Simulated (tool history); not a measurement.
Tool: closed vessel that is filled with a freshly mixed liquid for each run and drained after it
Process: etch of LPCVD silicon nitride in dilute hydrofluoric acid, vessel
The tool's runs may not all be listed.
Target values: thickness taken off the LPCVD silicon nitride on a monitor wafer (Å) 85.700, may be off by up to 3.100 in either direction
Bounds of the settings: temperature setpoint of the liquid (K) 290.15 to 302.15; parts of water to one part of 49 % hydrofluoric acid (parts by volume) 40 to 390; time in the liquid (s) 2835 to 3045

run    day  temperature setpoint of the liquid (K)  parts of water to one part of 49 % hydrofluoric acid (parts by volume)  time in the liquid (s)  thickness taken off the LPCVD silicon nitride on a monitor wafer (Å)
  1  0.000                                  294.15                                                                     215                    2835                                                                54.797
  2  0.250                                  294.15                                                                     215                    3045                                                                58.655
  3  0.492                                  291.65                                                                     215                    3045                                                                49.831
  4  0.658                                  291.65                                                                     215                    3045                                                                48.595
  5  0.854                                  293.65                                                                     215                    3045                                                                57.553
  6  1.246                                  295.15                                                                     215                    3045                                                                62.457
  7  1.429                                  296.65                                                                     215                    3045                                                                69.725
  8  1.521                                  297.65                                                                     215                    3045                                                                73.686
  9  1.592                                  298.15                                                                     215                    3045                                                                77.291
 10  1.725                                  298.65                                                                     215                    3045                                                                78.136
 11  2.062                                  299.15                                                                     215                    3045                                                                80.116

Next run, 5 choices. One meets every target within its allowed miss, the rest don't. Which?
  A  2.400                                  298.65                                                                     200                    2880                                                                     ?
  B  2.400                                  295.65                                                                     155                    2925                                                                     ?
  C  2.400                                  297.15                                                                     150                    2835                                                                     ?
  D  2.400                                  299.15                                                                     215                    3000                                                                     ?
  E  2.400                                  299.65                                                                     225                    3015                                                                     ?

move  thickness taken off the LPCVD silicon nitride on a monitor wafer (Å)
   A                                                                79.758
   B                                                                86.088
   C                                                                94.990
   D                                                                79.725
   E                                                                78.944
A: misses by more than the last run did
B: meets every target
C: the result that was furthest off in the last run now lies on the other side of its target
D: misses by more than the last run did
E: misses by more than the last run did
B meets every target.
